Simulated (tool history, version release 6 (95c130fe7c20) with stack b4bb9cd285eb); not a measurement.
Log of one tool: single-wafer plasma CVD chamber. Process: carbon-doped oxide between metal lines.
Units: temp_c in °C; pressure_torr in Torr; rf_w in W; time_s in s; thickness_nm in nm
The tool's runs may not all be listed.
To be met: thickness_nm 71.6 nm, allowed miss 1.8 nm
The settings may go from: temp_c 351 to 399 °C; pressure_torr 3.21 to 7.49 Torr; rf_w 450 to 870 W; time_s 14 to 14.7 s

run    day  temp_c  pressure_torr  rf_w  time_s  thickness_nm
  1      0     375           5.35   660    14.7        82.623
  2  0.158     376           5.18   625    14.6        78.115
  3  0.529     376            5.9   625    14.6        79.737
  4  0.854     376           5.45   625    14.6        78.875
  5      1     376           5.45   625    14.7        78.798
  6  1.267     377           5.23   610    14.7        77.197
  7  1.592     378           5.04   595    14.7        75.363
  8  1.967     379            4.9   585    14.7        73.735

Which of these 4 next moves meets every target?
  A  2.342     376           5.15   570    14.3             ?
  B  2.342     376           4.98   610    14.7             ?
  C  2.342     380           4.58   630    14.7             ?
  D  2.342     379           5.14   665    14.2             ?

move  thickness_nm
   A        71.672
   B        77.137
   C        77.464
   D        79.373
A: meets every target
B: further off than the last run
C: further off than the last run
D: further off than the last run
Answer: A

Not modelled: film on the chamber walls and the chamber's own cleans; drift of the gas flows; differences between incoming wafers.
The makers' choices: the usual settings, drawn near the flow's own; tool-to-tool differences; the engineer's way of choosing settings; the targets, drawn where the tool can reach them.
